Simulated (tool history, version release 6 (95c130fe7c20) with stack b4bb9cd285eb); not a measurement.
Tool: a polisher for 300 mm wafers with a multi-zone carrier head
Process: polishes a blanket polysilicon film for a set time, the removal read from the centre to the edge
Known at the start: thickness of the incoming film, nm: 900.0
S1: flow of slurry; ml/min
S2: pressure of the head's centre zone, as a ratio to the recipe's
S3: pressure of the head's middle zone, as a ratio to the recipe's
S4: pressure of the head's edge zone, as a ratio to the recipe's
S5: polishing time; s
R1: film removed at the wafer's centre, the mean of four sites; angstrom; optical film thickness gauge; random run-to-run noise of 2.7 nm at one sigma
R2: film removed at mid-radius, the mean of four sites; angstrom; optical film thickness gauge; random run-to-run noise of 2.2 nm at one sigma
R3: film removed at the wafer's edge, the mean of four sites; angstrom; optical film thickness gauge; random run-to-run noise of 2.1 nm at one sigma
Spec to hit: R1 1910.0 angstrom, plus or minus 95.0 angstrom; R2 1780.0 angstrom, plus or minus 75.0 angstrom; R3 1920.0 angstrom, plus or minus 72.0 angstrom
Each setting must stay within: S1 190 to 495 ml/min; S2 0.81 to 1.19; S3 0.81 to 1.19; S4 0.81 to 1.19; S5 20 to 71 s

{"run": 1, "hour": 0.0, "S1": 320, "S2": 1.0, "S3": 1.0, "S4": 1.0, "S5": 45, "R1": 2642.7, "R2": 2559.6, "R3": 2621.6}
{"run": 2, "hour": 2.4, "S1": 320, "S2": 0.96, "S3": 1.0, "S4": 1.0, "S5": 45, "R1": 2480.1, "R2": 2546.4, "R3": 2685.6}
{"run": 3, "hour": 7.5, "S1": 320, "S2": 1.04, "S3": 1.0, "S4": 1.0, "S5": 45, "R1": 2742.3, "R2": 2572.6, "R3": 2657.2}
{"run": 4, "hour": 13.9, "S1": 320, "S2": 1.02, "S3": 0.97, "S4": 0.97, "S5": 41, "R1": 2429.3, "R2": 2248.1, "R3": 2409.6}
{"run": 5, "hour": 17.7, "S1": 320, "S2": 0.95, "S3": 0.97, "S4": 0.97, "S5": 41, "R1": 2309.7, "R2": 2271.3, "R3": 2397.0}
{"run": 6, "hour": 20.0, "S1": 320, "S2": 0.94, "S3": 0.95, "S4": 0.95, "S5": 38, "R1": 2116.7, "R2": 2104.5, "R3": 2172.2}
{"run": 7, "hour": 22.2, "S1": 315, "S2": 0.93, "S3": 0.91, "S4": 0.93, "S5": 37, "R1": 1960.6, "R2": 1958.7, "R3": 2141.6}
{"run": 8, "hour": 29.8, "S1": 320, "S2": 0.95, "S3": 0.9, "S4": 0.91, "S5": 36, "R1": 2028.6, "R2": 1915.5, "R3": 2073.7}
{"run": 9, "hour": 32.9, "S1": 315, "S2": 0.95, "S3": 0.89, "S4": 0.89, "S5": 35, "R1": 1941.2, "R2": 1858.8, "R3": 2002.2}

Which one of the following 4 next-run settings gets every result inside its allowed miss? There is exactly one.
{"run": "A", "hour": 36.0, "S1": 295, "S2": 0.87, "S3": 0.88, "S4": 0.83, "S5": 35, "R1": "?", "R2": "?", "R3": "?"}
{"run": "B", "hour": 36.0, "S1": 325, "S2": 1.0, "S3": 0.83, "S4": 0.95, "S5": 33, "R1": "?", "R2": "?", "R3": "?"}
{"run": "C", "hour": 36.0, "S1": 335, "S2": 1.03, "S3": 0.97, "S4": 0.87, "S5": 32, "R1": "?", "R2": "?", "R3": "?"}
{"run": "D", "hour": 36.0, "S1": 330, "S2": 0.98, "S3": 0.91, "S4": 0.89, "S5": 34, "R1": "?", "R2": "?", "R3": "?"}

move=A R1=1745.7 R2=1769.1 R3=1950.0
move=B R1=1897.6 R2=1601.5 R3=1919.5
move=C R1=1900.2 R2=1771.4 R3=1817.2
move=D R1=1921.2 R2=1782.6 R3=1942.3
A: puts the biggest miss on target and leaves a different result outside tolerance
B: puts the biggest miss on target and leaves a different result outside tolerance
C: moves the result that the last run missed by most past its target, out the other side
D: meets every target
Go with D: it meets all targets.
